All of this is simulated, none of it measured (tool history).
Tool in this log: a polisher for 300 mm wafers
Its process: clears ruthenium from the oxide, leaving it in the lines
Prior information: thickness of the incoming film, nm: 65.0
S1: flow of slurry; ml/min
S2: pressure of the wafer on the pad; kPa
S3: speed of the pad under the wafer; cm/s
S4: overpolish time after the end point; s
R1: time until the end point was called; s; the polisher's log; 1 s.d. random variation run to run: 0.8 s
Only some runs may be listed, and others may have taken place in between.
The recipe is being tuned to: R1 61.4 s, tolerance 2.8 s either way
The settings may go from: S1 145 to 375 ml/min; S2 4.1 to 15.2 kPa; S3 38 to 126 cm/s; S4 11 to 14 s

| run | hour | S1 | S2 | S3 | S4 | R1 |
|---|---|---|---|---|---|---|
| 1 | 0 | 240 | 9.7 | 82 | 14 | 110.2 |
| 2 | 0.6 | 240 | 10.3 | 82 | 14 | 103.13 |
| 3 | 2.1 | 240 | 11.7 | 82 | 14 | 89.576 |
| 4 | 8.7 | 240 | 10.3 | 82 | 14 | 103.13 |
| 5 | 12.9 | 200 | 10.3 | 82 | 14 | 102.65 |
| 6 | 15 | 230 | 10.3 | 82 | 14 | 106.17 |
| 7 | 23.2 | 230 | 11.7 | 84 | 14 | 89.408 |
| 8 | 31.2 | 230 | 12.4 | 86 | 14 | 83.431 |
| 9 | 32.6 | 230 | 13.1 | 88 | 14 | 77.411 |

Below are 5 possible settings for the next run. Only one of them brings all results inside the allowed miss of their targets. Which is it?
| A | 34 | 250 | 15.2 | 110 | 11 | ? |
| B | 34 | 240 | 15.2 | 108 | 11 | ? |
| C | 34 | 275 | 15.2 | 108 | 11 | ? |
| D | 34 | 175 | 15.2 | 116 | 14 | ? |
| E | 34 | 260 | 12.4 | 118 | 14 | ? |

| move | R1 |
|---|---|
| A | 54.124 |
| B | 55.295 |
| C | 54.54 |
| D | 53.777 |
| E | 61.436 |
A: takes the result that was furthest off past its target
B: takes the result that was furthest off past its target
C: takes the result that was furthest off past its target
D: takes the result that was furthest off past its target
E: every result within its allowed miss
The right move is E.
